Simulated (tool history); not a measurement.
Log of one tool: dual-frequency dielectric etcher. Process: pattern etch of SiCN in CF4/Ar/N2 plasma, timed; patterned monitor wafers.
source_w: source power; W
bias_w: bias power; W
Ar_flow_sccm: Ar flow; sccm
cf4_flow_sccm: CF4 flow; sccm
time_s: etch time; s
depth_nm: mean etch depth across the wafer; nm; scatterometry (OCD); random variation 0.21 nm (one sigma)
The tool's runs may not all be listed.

{"run": 1, "hour": 0.0, "source_w": 380, "bias_w": 68, "Ar_flow_sccm": 78, "cf4_flow_sccm": 43, "time_s": 66.5, "depth_nm": 43.061}
{"run": 2, "hour": 2.2, "source_w": 360, "bias_w": 68, "Ar_flow_sccm": 78, "cf4_flow_sccm": 43, "time_s": 66.5, "depth_nm": 40.585}
{"run": 3, "hour": 8.9, "source_w": 360, "bias_w": 72, "Ar_flow_sccm": 78, "cf4_flow_sccm": 43, "time_s": 66.5, "depth_nm": 41.142}
{"run": 4, "hour": 16.1, "source_w": 350, "bias_w": 72, "Ar_flow_sccm": 78, "cf4_flow_sccm": 43, "time_s": 66.5, "depth_nm": 39.861}
{"run": 5, "hour": 17.4, "source_w": 380, "bias_w": 72, "Ar_flow_sccm": 78, "cf4_flow_sccm": 43, "time_s": 66.5, "depth_nm": 43.411}
{"run": 6, "hour": 25.2, "source_w": 380, "bias_w": 72, "Ar_flow_sccm": 84, "cf4_flow_sccm": 43, "time_s": 66.5, "depth_nm": 42.292}
{"run": 7, "hour": 31.8, "source_w": 360, "bias_w": 72, "Ar_flow_sccm": 84, "cf4_flow_sccm": 43, "time_s": 66.5, "depth_nm": 40.005}
{"run": 8, "hour": 34.3, "source_w": 350, "bias_w": 72, "Ar_flow_sccm": 84, "cf4_flow_sccm": 43, "time_s": 66.5, "depth_nm": 39.259}

Forecast run 9:
{"run": 9, "hour": 37.7, "source_w": 290, "bias_w": 71, "Ar_flow_sccm": 84, "cf4_flow_sccm": 43, "time_s": 66.5, "depth_nm": "?"}

{"run 9": {"depth_nm": 31.371}}
